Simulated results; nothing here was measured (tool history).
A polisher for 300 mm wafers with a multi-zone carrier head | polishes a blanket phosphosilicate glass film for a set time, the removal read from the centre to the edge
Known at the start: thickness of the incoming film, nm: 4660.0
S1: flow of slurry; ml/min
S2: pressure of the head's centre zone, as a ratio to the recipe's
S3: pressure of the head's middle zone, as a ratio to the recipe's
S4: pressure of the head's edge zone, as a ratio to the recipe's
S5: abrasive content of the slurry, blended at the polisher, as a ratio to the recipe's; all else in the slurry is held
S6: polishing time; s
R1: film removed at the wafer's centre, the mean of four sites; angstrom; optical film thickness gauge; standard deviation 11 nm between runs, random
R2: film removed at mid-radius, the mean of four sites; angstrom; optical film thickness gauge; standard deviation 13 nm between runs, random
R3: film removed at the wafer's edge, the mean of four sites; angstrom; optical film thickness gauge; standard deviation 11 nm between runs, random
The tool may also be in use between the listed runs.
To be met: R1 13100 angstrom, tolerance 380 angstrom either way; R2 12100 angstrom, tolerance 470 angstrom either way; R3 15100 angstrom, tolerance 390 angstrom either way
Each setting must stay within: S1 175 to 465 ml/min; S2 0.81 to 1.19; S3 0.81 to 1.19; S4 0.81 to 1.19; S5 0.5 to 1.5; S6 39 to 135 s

run 1 hour=0 | S1=295 S2=1 S3=1 S4=1 S5=1 S6=87 | R1=9183.5 R2=9388.1 R3=9721.1
run 2 hour=0.9 | S1=295 S2=0.92 S3=1 S4=1 S5=1 S6=87 | R1=8397.9 R2=9407.7 R3=9639.6
run 3 hour=5.8 | S1=295 S2=0.93 S3=0.99 S4=1.02 S5=1.05 S6=88 | R1=8667 R2=9638.8 R3=9986.7
run 4 hour=12.3 | S1=295 S2=0.93 S3=0.99 S4=1.02 S5=1.05 S6=70 | R1=6966.1 R2=7562.1 R3=8052.5
run 5 hour=13.4 | S1=295 S2=0.94 S3=0.97 S4=1.04 S5=1.1 S6=74 | R1=7447.6 R2=8014.6 R3=8646.7
run 6 hour=17.8 | S1=295 S2=0.95 S3=0.95 S4=1.06 S5=1.15 S6=78 | R1=8077.4 R2=8486.5 R3=9299.8
run 7 hour=24.5 | S1=290 S2=0.96 S3=0.93 S4=1.08 S5=1.2 S6=81 | R1=8743.7 R2=8655.5 R3=9932.7
run 8 hour=27.1 | S1=285 S2=0.96 S3=0.92 S4=1.09 S5=1.25 S6=84 | R1=9150.5 R2=9000.7 R3=10668
run 9 hour=34.9 | S1=280 S2=0.97 S3=0.92 S4=1.1 S5=1.3 S6=86 | R1=9485.9 R2=9442.4 R3=11039
run 10 hour=35.6 | S1=280 S2=0.98 S3=0.92 S4=1.11 S5=1.3 S6=88 | R1=9825.3 R2=9667.6 R3=11186

Pick the move, out of 5, that brings all results within their allowed miss; only one does.
run A hour=36.3 | S1=280 S2=0.99 S3=0.86 S4=1.15 S5=1.3 S6=115 | R1=? R2=? R3=?
run B hour=36.3 | S1=340 S2=0.95 S3=1.1 S4=0.99 S5=1.3 S6=65 | R1=? R2=? R3=?
run C hour=36.3 | S1=325 S2=1.02 S3=0.97 S4=0.93 S5=1.4 S6=66 | R1=? R2=? R3=?
run D hour=36.3 | S1=290 S2=0.82 S3=0.92 S4=1.1 S5=1.25 S6=75 | R1=? R2=? R3=?
run E hour=36.3 | S1=255 S2=0.83 S3=0.87 S4=1.19 S5=1.35 S6=123 | R1=? R2=? R3=?

move=A R1=12925 R2=12014 R3=14966
move=B R1=7162.4 R2=8507.6 R3=7967.4
move=C R1=7968.7 R2=7927.4 R3=8056.3
move=D R1=6907.1 R2=8211.1 R3=9442.2
move=E R1=11594 R2=13020 R3=16362
A: every result within its allowed miss
B: moves away from the targets compared with the last run
C: moves away from the targets compared with the last run
D: moves away from the targets compared with the last run
E: the result that was furthest off in the last run now lies on the other side of its target
Go with A: it meets all targets.

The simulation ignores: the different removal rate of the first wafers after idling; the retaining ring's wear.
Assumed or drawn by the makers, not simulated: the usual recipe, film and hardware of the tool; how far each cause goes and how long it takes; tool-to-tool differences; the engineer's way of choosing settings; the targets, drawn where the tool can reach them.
